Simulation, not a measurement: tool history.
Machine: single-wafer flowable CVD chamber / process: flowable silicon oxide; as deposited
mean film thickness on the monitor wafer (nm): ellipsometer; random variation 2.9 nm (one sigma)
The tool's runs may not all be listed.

run  hour  heater temperature setpoint (K)  chamber pressure (Pa)  RF power (W)  deposition time (s)  mean film thickness on the monitor wafer (nm)
  1     0                           373.15                  124.5          1705                  652                                          464.8
  2     6                           372.15                  124.5          1705                  652                                         480.33
  3  11.8                           372.15                  107.2          1705                  652                                         420.19
  4  15.9                           372.15                  107.2          1705                  652                                         419.34
  5    23                           370.15                  107.2          1705                  652                                         443.48
  6  31.2                           378.15                  107.2          1705                  652                                         350.95
  7  34.1                           375.15                  107.3          1705                  652                                         384.13

What will run 8 give?
  8    43                           373.15                  107.5          1705                  652                                              ?

{"run 8": {"mean film thickness on the monitor wafer (nm)": 408}}
